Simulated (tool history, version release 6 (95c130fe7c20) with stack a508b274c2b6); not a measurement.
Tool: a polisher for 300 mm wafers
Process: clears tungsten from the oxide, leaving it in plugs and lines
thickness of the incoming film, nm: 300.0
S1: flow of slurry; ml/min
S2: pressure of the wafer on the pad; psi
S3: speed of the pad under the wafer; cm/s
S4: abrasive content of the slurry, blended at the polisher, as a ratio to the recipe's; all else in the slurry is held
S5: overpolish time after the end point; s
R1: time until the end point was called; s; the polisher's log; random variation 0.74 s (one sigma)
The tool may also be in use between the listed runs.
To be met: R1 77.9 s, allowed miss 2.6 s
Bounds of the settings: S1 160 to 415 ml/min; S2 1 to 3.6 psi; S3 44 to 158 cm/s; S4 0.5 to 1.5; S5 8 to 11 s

run 1 hour=0 | S1=265 S2=2.3 S3=100 S4=1 S5=11 | R1=123.35
run 2 hour=6 | S1=265 S2=2.3 S3=86 S4=1 S5=11 | R1=139.14
run 3 hour=10.4 | S1=265 S2=2.6 S3=86 S4=1 S5=11 | R1=124.77
run 4 hour=14.7 | S1=265 S2=2.3 S3=86 S4=1 S5=11 | R1=141.4
run 5 hour=20.5 | S1=265 S2=2.3 S3=86 S4=1 S5=8 | R1=138.93
run 6 hour=28.9 | S1=265 S2=2.3 S3=72 S4=1 S5=8 | R1=163.32
run 7 hour=34.4 | S1=265 S2=2.6 S3=76 S4=1 S5=8 | R1=137.37
run 8 hour=39.6 | S1=265 S2=2.8 S3=80 S4=1 S5=8 | R1=121.87
run 9 hour=46.8 | S1=265 S2=3 S3=82 S4=1 S5=8 | R1=113.06
run 10 hour=54.3 | S1=265 S2=3.1 S3=86 S4=1 S5=8 | R1=105.42
run 11 hour=56 | S1=265 S2=3.2 S3=90 S4=1 S5=8 | R1=99.196
run 12 hour=63.5 | S1=265 S2=3.3 S3=92 S4=1 S5=8 | R1=93.737
run 13 hour=71.3 | S1=265 S2=3.4 S3=94 S4=1 S5=8 | R1=89.734
run 14 hour=79.9 | S1=265 S2=3.5 S3=96 S4=1 S5=8 | R1=85.084
run 15 hour=83.8 | S1=265 S2=3.5 S3=98 S4=1 S5=8 | R1=83.843
run 16 hour=88.2 | S1=265 S2=3.5 S3=100 S4=1 S5=8 | R1=81.184

5 next moves are on the table. One of them brings every result within its allowed miss. Which?
run A hour=92.6 | S1=285 S2=3.6 S3=94 S4=0.95 S5=11 | R1=?
run B hour=92.6 | S1=350 S2=3.1 S3=126 S4=0.75 S5=11 | R1=?
run C hour=92.6 | S1=260 S2=3.4 S3=102 S4=1 S5=8 | R1=?
run D hour=92.6 | S1=260 S2=3.4 S3=92 S4=1.05 S5=11 | R1=?
run E hour=92.6 | S1=160 S2=3.5 S3=106 S4=1 S5=8 | R1=?

move=A R1=84.848
move=B R1=78.57
move=C R1=83.182
move=D R1=90.06
move=E R1=83.088
A: further off than the last run
B: meets every target
C: further off than the last run
D: further off than the last run
E: further off than the last run
Answer: B

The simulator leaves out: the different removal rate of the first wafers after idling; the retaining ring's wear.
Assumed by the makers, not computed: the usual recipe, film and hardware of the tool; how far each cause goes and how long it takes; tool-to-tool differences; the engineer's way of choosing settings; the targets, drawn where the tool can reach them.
